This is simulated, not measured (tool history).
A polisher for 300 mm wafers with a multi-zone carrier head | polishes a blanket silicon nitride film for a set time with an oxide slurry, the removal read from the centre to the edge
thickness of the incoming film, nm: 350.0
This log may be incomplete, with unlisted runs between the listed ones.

run	hour	flow of slurry (ml/min)	pressure of the head's centre zone	pressure of the head's middle zone	pressure of the head's edge zone	abrasive content of the slurry	polishing time (s)	film removed at the wafer's centre (nm)	film removed at mid-radius (nm)	film removed at the wafer's edge (nm)
1	0.0	120	1.00	1.00	1.00	1.00	47	44.011	45.630	44.854
2	2.0	120	1.00	1.00	1.00	1.00	40	37.741	37.708	38.128
3	8.3	120	1.00	1.00	1.00	1.15	40	38.875	40.558	39.936
4	12.0	120	0.93	1.00	1.00	1.15	40	36.458	40.705	39.438
5	13.5	135	1.00	1.01	1.03	1.25	43	45.339	45.583	45.605
6	14.2	140	1.03	1.04	1.05	1.30	46	51.191	50.986	50.217
7	19.3	140	1.03	1.04	1.05	1.30	46	50.550	51.247	50.535
8	25.9	150	1.07	1.06	1.07	1.35	47	55.666	54.361	51.996

Forecast run 9:
9	29.8	150	1.08	1.06	1.08	1.40	49	?	?	?

{"run 9": {"film removed at the wafer's centre (nm)": 57.084, "film removed at mid-radius (nm)": 56.727, "film removed at the wafer's edge (nm)": 55.785}}
